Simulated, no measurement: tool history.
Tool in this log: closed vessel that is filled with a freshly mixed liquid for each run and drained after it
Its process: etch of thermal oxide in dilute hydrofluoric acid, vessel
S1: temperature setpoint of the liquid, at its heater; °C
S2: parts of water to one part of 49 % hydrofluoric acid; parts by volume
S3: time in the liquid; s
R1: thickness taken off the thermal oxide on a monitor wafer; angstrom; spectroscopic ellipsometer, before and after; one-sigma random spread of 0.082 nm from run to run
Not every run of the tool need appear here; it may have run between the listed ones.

run 1 hour=0 | S1=26 S2=75 S3=175 | R1=116.94
run 2 hour=3 | S1=25 S2=75 S3=175 | R1=113.2
run 3 hour=8.8 | S1=25 S2=65 S3=175 | R1=133.86
run 4 hour=13.6 | S1=23 S2=65 S3=175 | R1=123.27
run 5 hour=19.1 | S1=26 S2=65 S3=175 | R1=139.41
run 6 hour=26 | S1=26 S2=65 S3=185 | R1=146.13
run 7 hour=29.2 | S1=24 S2=70 S3=185 | R1=125.32
run 8 hour=34.3 | S1=22.5 S2=70 S3=185 | R1=117.55
run 9 hour=39.1 | S1=21.5 S2=70 S3=185 | R1=113.43
run 10 hour=41.1 | S1=20.5 S2=70 S3=185 | R1=108.09

Estimate the outcome of run 11 from the log above:
run 11 hour=46.8 | S1=20 S2=70 S3=185 | R1=?

Run 11 produced R1 106.26 angstrom.

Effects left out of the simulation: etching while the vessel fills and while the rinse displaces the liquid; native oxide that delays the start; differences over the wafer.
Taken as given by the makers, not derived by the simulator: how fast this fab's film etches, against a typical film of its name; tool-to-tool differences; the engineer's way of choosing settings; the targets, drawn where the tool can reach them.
